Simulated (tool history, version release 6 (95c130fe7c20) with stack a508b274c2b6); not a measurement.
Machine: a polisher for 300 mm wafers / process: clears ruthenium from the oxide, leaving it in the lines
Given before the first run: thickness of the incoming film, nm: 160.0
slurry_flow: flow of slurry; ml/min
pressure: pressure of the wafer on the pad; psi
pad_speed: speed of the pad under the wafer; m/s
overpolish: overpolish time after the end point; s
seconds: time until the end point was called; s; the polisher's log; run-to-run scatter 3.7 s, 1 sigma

run  hour  slurry_flow  pressure  pad_speed  overpolish  seconds
  1   0.0          200       2.1       1.20          31   128.95
  2   3.0          200       2.5       1.20          31   108.99
  3   4.9          200       2.2       1.20          31   124.43
  4  11.8          200       2.1       1.18          31   129.89
  5  18.2          200       2.0       1.16          31   139.35
  6  22.3          245       2.0       1.16          31   134.62
  7  30.5          245       1.9       1.16          31   144.72

Run 8, settings as shown, results not yet in. Your forecast:
  8  35.2          245       1.8       1.16          31        ?

Run 8 yielded seconds 145.79 s.

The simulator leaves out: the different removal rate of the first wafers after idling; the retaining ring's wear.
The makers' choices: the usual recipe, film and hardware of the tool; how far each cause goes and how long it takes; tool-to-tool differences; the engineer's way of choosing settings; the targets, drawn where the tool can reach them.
